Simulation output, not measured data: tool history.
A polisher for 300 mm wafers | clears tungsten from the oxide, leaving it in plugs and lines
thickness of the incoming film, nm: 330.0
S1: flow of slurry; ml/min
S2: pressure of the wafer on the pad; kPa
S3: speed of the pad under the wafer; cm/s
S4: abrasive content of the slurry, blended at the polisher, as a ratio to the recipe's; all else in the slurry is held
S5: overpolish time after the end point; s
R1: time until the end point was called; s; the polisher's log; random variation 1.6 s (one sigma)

Run 1, hour 0: S1 180 ml/min, S2 26.9 kPa, S3 130 cm/s, S4 1, S5 8 s. Result: R1 52.656 s.
Run 2, hour 8.7: S1 180 ml/min, S2 24.1 kPa, S3 122 cm/s, S4 1, S5 8 s. Result: R1 62.266 s.
Run 3, hour 11.2: S1 180 ml/min, S2 21.4 kPa, S3 116 cm/s, S4 1, S5 8 s. Result: R1 71.398 s.
Run 4, hour 14.4: S1 180 ml/min, S2 24.1 kPa, S3 116 cm/s, S4 1, S5 8 s. Result: R1 63.372 s.
Run 5, hour 21.3: S1 180 ml/min, S2 24.1 kPa, S3 86 cm/s, S4 1, S5 8 s. Result: R1 79.755 s.
Run 6, hour 30.3: S1 180 ml/min, S2 21.4 kPa, S3 86 cm/s, S4 1, S5 8 s. Result: R1 92.322 s.
Run 7, hour 33.4: S1 175 ml/min, S2 13.8 kPa, S3 84 cm/s, S4 1, S5 8 s. Result: R1 140.22 s.

Run 8 comes next. What will it give?
Run 8, hour 35.7: S1 180 ml/min, S2 14.5 kPa, S3 84 cm/s, S4 1, S5 8 s. Result: R1 ?.

R1: 138.1 s
